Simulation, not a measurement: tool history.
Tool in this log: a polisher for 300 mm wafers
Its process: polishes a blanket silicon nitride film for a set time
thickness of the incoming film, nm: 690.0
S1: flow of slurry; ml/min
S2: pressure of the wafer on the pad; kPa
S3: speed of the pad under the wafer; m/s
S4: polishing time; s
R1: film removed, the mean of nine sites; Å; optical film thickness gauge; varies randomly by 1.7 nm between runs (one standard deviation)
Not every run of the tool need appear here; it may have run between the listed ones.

Run 1, hour 0.0: S1 265 ml/min, S2 31.0 kPa, S3 1.20 m/s, S4 37 s. Result: R1 902.94 Å.
Run 2, hour 7.4: S1 205 ml/min, S2 31.0 kPa, S3 1.20 m/s, S4 37 s. Result: R1 866.80 Å.
Run 3, hour 10.8: S1 205 ml/min, S2 31.0 kPa, S3 1.20 m/s, S4 37 s. Result: R1 867.90 Å.
Run 4, hour 17.7: S1 160 ml/min, S2 31.0 kPa, S3 1.20 m/s, S4 37 s. Result: R1 811.26 Å.
Run 5, hour 24.1: S1 160 ml/min, S2 31.0 kPa, S3 1.42 m/s, S4 37 s. Result: R1 888.92 Å.
Run 6, hour 26.6: S1 215 ml/min, S2 31.0 kPa, S3 1.42 m/s, S4 37 s. Result: R1 991.66 Å.
Run 7, hour 34.3: S1 225 ml/min, S2 31.7 kPa, S3 1.42 m/s, S4 37 s. Result: R1 952.89 Å.

For run 8, what comes out?
Run 8, hour 36.5: S1 230 ml/min, S2 33.1 kPa, S3 1.42 m/s, S4 37 s. Result: R1 ?.

Run 8 produced R1 1030.20 Å.
